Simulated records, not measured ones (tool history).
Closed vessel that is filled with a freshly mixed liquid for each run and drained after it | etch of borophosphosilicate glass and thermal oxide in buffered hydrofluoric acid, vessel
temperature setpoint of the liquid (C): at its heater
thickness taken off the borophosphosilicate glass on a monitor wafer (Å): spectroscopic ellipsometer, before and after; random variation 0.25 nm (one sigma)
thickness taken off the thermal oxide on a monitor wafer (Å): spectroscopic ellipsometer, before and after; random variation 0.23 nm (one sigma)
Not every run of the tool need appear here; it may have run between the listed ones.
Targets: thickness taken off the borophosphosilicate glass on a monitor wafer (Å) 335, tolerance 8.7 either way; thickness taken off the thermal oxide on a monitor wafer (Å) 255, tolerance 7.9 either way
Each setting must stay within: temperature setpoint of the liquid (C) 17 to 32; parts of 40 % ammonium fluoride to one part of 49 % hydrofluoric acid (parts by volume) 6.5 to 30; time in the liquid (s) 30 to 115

run	day	temperature setpoint of the liquid (C)	parts of 40 % ammonium fluoride to one part of 49 % hydrofluoric acid (parts by volume)	time in the liquid (s)	thickness taken off the borophosphosilicate glass on a monitor wafer (Å)	thickness taken off the thermal oxide on a monitor wafer (Å)
1	0	24	19.5	60	472.45	357.72
2	0.279	25.5	19.5	60	514.61	386.98
3	0.629	25.5	19.5	80	678.42	512.6
4	0.817	25.5	22	80	622.69	481.74
5	1.167	23.5	23	80	534.23	419.34
6	1.433	23.5	23	90	606.76	464.97
7	1.579	22	24	90	541.4	407.68
8	1.929	21	25.5	90	494.29	369.83
9	2.204	20.5	26.5	90	474.81	352.83
10	2.358	20	27.5	90	445.41	335.03
11	2.683	19.5	28	90	425.4	324.1
12	2.95	19	28.5	90	407.55	310.93
13	3.108	18.5	29	90	396.27	298.95

Which single option among these 4 for the next run brings every result within its allowed miss of target? Just one does.
A	3.267	19	29.5	70	?	?
B	3.267	19.5	30	80	?	?
C	3.267	17	30	80	?	?
D	3.267	18	26.5	75	?	?

move	thickness taken off the borophosphosilicate glass on a monitor wafer (Å)	thickness taken off the thermal oxide on a monitor wafer (Å)
A	306.68	235.09
B	356.27	273.19
C	309.44	236.9
D	334.66	256.3
A: carries the result that was furthest off beyond its target, to the other side
B: moves toward the targets from the last run without getting all of them in spec
C: carries the result that was furthest off beyond its target, to the other side
D: hits every target within its allowed miss
Answer: D

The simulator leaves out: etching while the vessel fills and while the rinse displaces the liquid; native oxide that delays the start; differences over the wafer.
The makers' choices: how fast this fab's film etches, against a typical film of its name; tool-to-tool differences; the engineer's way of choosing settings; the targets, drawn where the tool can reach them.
